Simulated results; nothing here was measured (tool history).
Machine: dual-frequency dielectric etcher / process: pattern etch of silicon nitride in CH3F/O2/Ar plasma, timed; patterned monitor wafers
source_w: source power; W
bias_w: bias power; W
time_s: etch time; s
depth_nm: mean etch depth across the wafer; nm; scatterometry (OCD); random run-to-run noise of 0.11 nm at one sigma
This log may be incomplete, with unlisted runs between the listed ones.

run 1 hour=0 | source_w=390 bias_w=65 time_s=28 | depth_nm=20.473
run 2 hour=3.1 | source_w=320 bias_w=65 time_s=28 | depth_nm=18.932
run 3 hour=3.6 | source_w=390 bias_w=65 time_s=28 | depth_nm=20.337
run 4 hour=7.1 | source_w=370 bias_w=64 time_s=28 | depth_nm=20.157
run 5 hour=12.5 | source_w=370 bias_w=64 time_s=28 | depth_nm=20.26
run 6 hour=13.8 | source_w=350 bias_w=63 time_s=28 | depth_nm=19.677
run 7 hour=14.6 | source_w=270 bias_w=60 time_s=28 | depth_nm=17.244

Expected results for the next run?
run 8 hour=20.9 | source_w=280 bias_w=60 time_s=28 | depth_nm=?

{"run 8": {"depth_nm": 17.55}}
